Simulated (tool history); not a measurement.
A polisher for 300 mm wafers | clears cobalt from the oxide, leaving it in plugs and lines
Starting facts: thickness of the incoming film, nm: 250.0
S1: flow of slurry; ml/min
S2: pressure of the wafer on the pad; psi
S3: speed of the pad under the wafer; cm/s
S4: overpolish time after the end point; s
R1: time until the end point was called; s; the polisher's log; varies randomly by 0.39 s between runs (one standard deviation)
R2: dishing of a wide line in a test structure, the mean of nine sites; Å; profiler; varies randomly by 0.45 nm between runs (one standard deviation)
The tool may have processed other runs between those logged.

run  hour   S1   S2   S3  S4       R1      R2
  1   0.0  235  1.2  102  18   68.654  384.65
  2   7.9  235  1.0  102  18   83.640  338.85
  3  13.7  235  1.0  102  26   82.830  426.80
  4  22.6  235  1.0  102  34   83.956  466.77
  5  24.3  235  0.8  102  34  103.630  436.95
  6  30.7  240  1.0  102  28   83.325  439.30
  7  33.3  255  1.1  102  22   74.992  413.30
  8  39.4  290  1.4  106  13   57.823  363.84

Estimate the outcome of run 9 from the log above:
  9  45.1  290  1.5  106  13   ?   ?

Run 9 produced R1 53.259 s, R2 372.65 Å.

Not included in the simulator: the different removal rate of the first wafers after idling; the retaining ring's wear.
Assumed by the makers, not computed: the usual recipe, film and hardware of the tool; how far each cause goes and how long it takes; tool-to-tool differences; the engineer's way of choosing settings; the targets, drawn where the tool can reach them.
